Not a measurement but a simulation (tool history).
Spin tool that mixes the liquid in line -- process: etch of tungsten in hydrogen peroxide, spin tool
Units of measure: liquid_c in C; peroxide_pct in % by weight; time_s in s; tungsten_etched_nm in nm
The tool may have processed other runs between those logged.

run  hour  liquid_c  peroxide_pct  time_s  tungsten_etched_nm
  1     0        47            26      15              15.036
  2   3.5        44            26      15               12.15
  3   5.8        42            26      15              10.985
  4   7.4      45.5            26      15                13.7
  5   9.2        43            26      15              11.662
  6  10.9        43            21      15              10.417

Run 7 is up next; what results do you expect?
  7  13.1        43            21      15                   ?

Run 7 yielded tungsten_etched_nm 10.467 nm.
